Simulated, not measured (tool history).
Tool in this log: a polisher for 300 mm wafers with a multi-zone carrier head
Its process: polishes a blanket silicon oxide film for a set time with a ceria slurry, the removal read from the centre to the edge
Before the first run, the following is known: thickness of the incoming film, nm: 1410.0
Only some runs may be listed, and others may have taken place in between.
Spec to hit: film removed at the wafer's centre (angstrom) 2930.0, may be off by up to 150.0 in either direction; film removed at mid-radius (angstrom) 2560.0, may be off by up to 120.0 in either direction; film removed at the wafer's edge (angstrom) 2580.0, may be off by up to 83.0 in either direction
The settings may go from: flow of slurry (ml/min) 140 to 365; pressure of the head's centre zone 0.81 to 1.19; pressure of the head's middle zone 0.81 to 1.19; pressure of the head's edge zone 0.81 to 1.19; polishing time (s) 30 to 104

run	hour	flow of slurry (ml/min)	pressure of the head's centre zone	pressure of the head's middle zone	pressure of the head's edge zone	polishing time (s)	film removed at the wafer's centre (angstrom)	film removed at mid-radius (angstrom)	film removed at the wafer's edge (angstrom)
1	0.0	235	1.00	1.00	1.00	67	2281.4	2301.8	2266.6
2	4.5	235	1.00	0.92	1.00	67	2270.0	2161.8	2271.1
3	5.2	255	1.00	0.92	1.00	67	2345.7	2194.4	2319.5
4	11.7	255	1.00	0.85	1.00	67	2335.2	2060.4	2319.7
5	14.7	255	1.00	0.81	1.00	67	2345.9	2011.9	2333.9
6	16.7	255	1.00	0.85	1.00	67	2253.2	2112.0	2266.4
7	18.5	260	1.03	0.87	1.01	68	2456.9	2176.0	2344.3
8	23.0	270	1.04	0.88	1.02	69	2490.9	2192.4	2379.7
9	24.5	275	1.05	0.90	1.02	70	2480.1	2300.0	2413.6
10	25.5	275	1.07	0.90	1.01	71	2679.1	2321.5	2439.2

Which of these 4 next moves meets every target?
A	26.5	300	0.99	0.86	0.97	66	?	?	?
B	26.5	245	1.10	0.94	0.98	77	?	?	?
C	26.5	315	1.05	1.08	0.91	78	?	?	?
D	26.5	280	1.19	1.04	0.81	77	?	?	?

move	film removed at the wafer's centre (angstrom)	film removed at mid-radius (angstrom)	film removed at the wafer's edge (angstrom)
A	2342.3	2117.6	2280.9
B	2965.5	2575.2	2626.0
C	2956.7	2973.9	2623.6
D	3266.9	2818.0	2445.6
A: its largest miss is bigger than the last run's
B: each result inside its tolerance
C: pushes the last run's worst result past its target
D: pushes the last run's worst result past its target
B is the move that brings every result within its allowed miss.

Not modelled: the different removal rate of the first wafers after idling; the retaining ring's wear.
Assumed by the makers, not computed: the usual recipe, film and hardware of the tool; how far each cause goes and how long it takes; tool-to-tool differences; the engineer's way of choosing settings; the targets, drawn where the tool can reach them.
